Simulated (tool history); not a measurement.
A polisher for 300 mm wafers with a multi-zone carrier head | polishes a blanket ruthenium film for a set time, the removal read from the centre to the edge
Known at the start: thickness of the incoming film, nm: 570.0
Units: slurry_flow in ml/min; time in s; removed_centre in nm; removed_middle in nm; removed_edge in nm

Run 1, hour 0.0: slurry_flow 155 ml/min, centre_zone 1.00, middle_zone 1.00, edge_zone 1.00, time 39 s. Result: removed_centre 24.683 nm, removed_middle 25.217 nm, removed_edge 24.163 nm.
Run 2, hour 5.1: slurry_flow 155 ml/min, centre_zone 1.00, middle_zone 1.00, edge_zone 1.00, time 31 s. Result: removed_centre 19.280 nm, removed_middle 19.982 nm, removed_edge 19.088 nm.
Run 3, hour 10.4: slurry_flow 155 ml/min, centre_zone 1.05, middle_zone 1.00, edge_zone 1.00, time 31 s. Result: removed_centre 20.205 nm, removed_middle 20.074 nm, removed_edge 19.144 nm.
Run 4, hour 12.6: slurry_flow 155 ml/min, centre_zone 1.05, middle_zone 1.00, edge_zone 1.00, time 26 s. Result: removed_centre 17.061 nm, removed_middle 16.453 nm, removed_edge 15.854 nm.
Run 5, hour 16.9: slurry_flow 185 ml/min, centre_zone 1.05, middle_zone 1.00, edge_zone 1.00, time 26 s. Result: removed_centre 17.626 nm, removed_middle 17.120 nm, removed_edge 16.332 nm.
Run 6, hour 23.4: slurry_flow 185 ml/min, centre_zone 1.06, middle_zone 1.01, edge_zone 1.02, time 29 s. Result: removed_centre 20.109 nm, removed_middle 19.226 nm, removed_edge 17.914 nm.
Run 7, hour 24.5: slurry_flow 175 ml/min, centre_zone 1.05, middle_zone 1.01, edge_zone 1.04, time 32 s. Result: removed_centre 21.254 nm, removed_middle 20.469 nm, removed_edge 20.440 nm.
Run 8, hour 32.2: slurry_flow 190 ml/min, centre_zone 1.15, middle_zone 1.11, edge_zone 1.14, time 43 s. Result: removed_centre 31.580 nm, removed_middle 31.187 nm, removed_edge 28.927 nm.

Run 9 comes next. What will it give?
Run 9, hour 36.5: slurry_flow 185 ml/min, centre_zone 1.15, middle_zone 1.11, edge_zone 1.14, time 43 s. Result: removed_centre ?, removed_middle ?, removed_edge ?.

{"run 9": {"removed_centre": 31.864, "removed_middle": 31.578, "removed_edge": 28.401}}
